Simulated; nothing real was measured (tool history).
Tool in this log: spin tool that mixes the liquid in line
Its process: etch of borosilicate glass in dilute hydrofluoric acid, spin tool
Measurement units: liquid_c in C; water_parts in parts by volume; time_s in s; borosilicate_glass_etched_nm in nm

Run 1, hour 0: liquid_c 20 C, water_parts 245 parts by volume, time_s 320 s. Result: borosilicate_glass_etched_nm 20.524 nm.
Run 2, hour 3.4: liquid_c 19.5 C, water_parts 255 parts by volume, time_s 320 s. Result: borosilicate_glass_etched_nm 19.333 nm.
Run 3, hour 10.6: liquid_c 19.5 C, water_parts 255 parts by volume, time_s 340 s. Result: borosilicate_glass_etched_nm 20.568 nm.
Run 4, hour 18.5: liquid_c 19 C, water_parts 265 parts by volume, time_s 340 s. Result: borosilicate_glass_etched_nm 19.002 nm.
Run 5, hour 27: liquid_c 19 C, water_parts 225 parts by volume, time_s 340 s. Result: borosilicate_glass_etched_nm 23.612 nm.
Run 6, hour 33.9: liquid_c 19 C, water_parts 290 parts by volume, time_s 340 s. Result: borosilicate_glass_etched_nm 17.009 nm.

Estimate the outcome of run 7 from the log above:
Run 7, hour 42.9: liquid_c 18.5 C, water_parts 295 parts by volume, time_s 340 s. Result: borosilicate_glass_etched_nm ?.

For run 7 the tool returned borosilicate_glass_etched_nm 16.29 nm.
